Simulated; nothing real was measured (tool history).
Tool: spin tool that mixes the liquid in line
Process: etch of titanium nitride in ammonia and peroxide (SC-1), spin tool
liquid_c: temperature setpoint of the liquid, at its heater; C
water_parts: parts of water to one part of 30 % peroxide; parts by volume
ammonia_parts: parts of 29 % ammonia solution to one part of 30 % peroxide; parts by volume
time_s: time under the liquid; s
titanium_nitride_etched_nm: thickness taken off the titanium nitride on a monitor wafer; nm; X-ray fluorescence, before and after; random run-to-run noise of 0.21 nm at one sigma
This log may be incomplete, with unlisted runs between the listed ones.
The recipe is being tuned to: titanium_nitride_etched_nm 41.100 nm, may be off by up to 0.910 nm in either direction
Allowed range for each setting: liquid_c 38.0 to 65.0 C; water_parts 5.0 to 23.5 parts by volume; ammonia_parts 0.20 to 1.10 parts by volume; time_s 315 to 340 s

run 1 hour=0.0 | liquid_c=49.0 water_parts=13.0 ammonia_parts=0.60 time_s=315 | titanium_nitride_etched_nm=22.351
run 2 hour=3.2 | liquid_c=50.5 water_parts=13.0 ammonia_parts=0.60 time_s=315 | titanium_nitride_etched_nm=24.799
run 3 hour=7.2 | liquid_c=53.5 water_parts=13.0 ammonia_parts=0.60 time_s=315 | titanium_nitride_etched_nm=30.449
run 4 hour=13.9 | liquid_c=54.5 water_parts=13.0 ammonia_parts=0.60 time_s=315 | titanium_nitride_etched_nm=32.689
-- hour=18.9 heated supply line repaired
run 5 hour=18.9 | liquid_c=54.5 water_parts=17.5 ammonia_parts=0.60 time_s=315 | titanium_nitride_etched_nm=32.111
run 6 hour=19.6 | liquid_c=55.0 water_parts=17.5 ammonia_parts=0.60 time_s=315 | titanium_nitride_etched_nm=33.306
run 7 hour=28.3 | liquid_c=55.5 water_parts=17.5 ammonia_parts=0.60 time_s=315 | titanium_nitride_etched_nm=34.725
run 8 hour=32.2 | liquid_c=58.5 water_parts=17.5 ammonia_parts=0.60 time_s=315 | titanium_nitride_etched_nm=42.040
run 9 hour=35.6 | liquid_c=58.5 water_parts=17.5 ammonia_parts=0.60 time_s=315 | titanium_nitride_etched_nm=42.230

Of the 4 settings listed for the next run, only one would bring every result within its allowed miss of target. Which one?
run A hour=39.0 | liquid_c=56.0 water_parts=14.5 ammonia_parts=0.65 time_s=340 | titanium_nitride_etched_nm=?
run B hour=39.0 | liquid_c=58.0 water_parts=18.5 ammonia_parts=0.65 time_s=340 | titanium_nitride_etched_nm=?
run C hour=39.0 | liquid_c=58.0 water_parts=16.0 ammonia_parts=0.65 time_s=315 | titanium_nitride_etched_nm=?
run D hour=39.0 | liquid_c=57.0 water_parts=16.0 ammonia_parts=0.70 time_s=315 | titanium_nitride_etched_nm=?

move=A titanium_nitride_etched_nm=43.377
move=B titanium_nitride_etched_nm=43.409
move=C titanium_nitride_etched_nm=43.544
move=D titanium_nitride_etched_nm=41.279
A: the biggest miss grows against the last run
B: the biggest miss grows against the last run
C: the biggest miss grows against the last run
D: every result within its allowed miss
Go with D: it meets all targets.
